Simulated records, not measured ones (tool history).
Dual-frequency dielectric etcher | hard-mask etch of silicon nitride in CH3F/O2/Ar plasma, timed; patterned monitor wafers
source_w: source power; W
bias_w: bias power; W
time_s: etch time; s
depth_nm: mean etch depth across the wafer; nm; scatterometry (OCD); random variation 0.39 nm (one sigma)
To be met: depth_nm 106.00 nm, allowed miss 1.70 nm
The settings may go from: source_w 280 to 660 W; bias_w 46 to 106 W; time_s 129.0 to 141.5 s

run	hour	source_w	bias_w	time_s	depth_nm
1	0.0	470	76	141.5	118.29
2	8.4	450	76	141.5	115.10
3	13.4	510	76	141.5	123.62
4	17.7	490	76	141.5	120.89
5	23.3	490	83	141.5	125.14
6	31.3	460	83	141.5	120.64
7	37.7	440	83	141.5	118.19
8	45.4	420	83	141.5	115.26
9	47.6	410	83	141.5	112.47
10	48.9	400	83	141.5	113.01
11	54.4	400	83	141.5	111.86

Which of these 4 next moves meets every target?
A	59.9	520	81	135.0	?
B	59.9	520	78	132.5	?
C	59.9	390	82	137.0	?
D	59.9	500	73	129.0	?

move	depth_nm
A	121.25
B	117.57
C	106.73
D	109.94
A: further off than the last run
B: further off than the last run
C: meets every target
D: nearer than the last run, and not there yet
Move C is the one to make.
